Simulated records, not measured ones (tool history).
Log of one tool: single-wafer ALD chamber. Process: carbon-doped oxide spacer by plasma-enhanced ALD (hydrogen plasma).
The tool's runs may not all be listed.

run    day  heater temperature setpoint (°C)  number of ALD cycles (cycles)  mean film thickness on the monitor wafer (Å)
  1      0                               390                            290                                        152.56
  2  0.321                               390                            281                                        147.51
  3  0.675                               390                            296                                         156.5
  4  0.871                               395                            296                                        155.15
  5   1.05                               395                            318                                        167.56
  6  1.338                               385                            318                                        167.99
  7  1.608                               385                            302                                        158.07

Run 8 comes next. What will it give?
  8  1.929                               385                            291                                             ?

mean film thickness on the monitor wafer (Å): 152.45
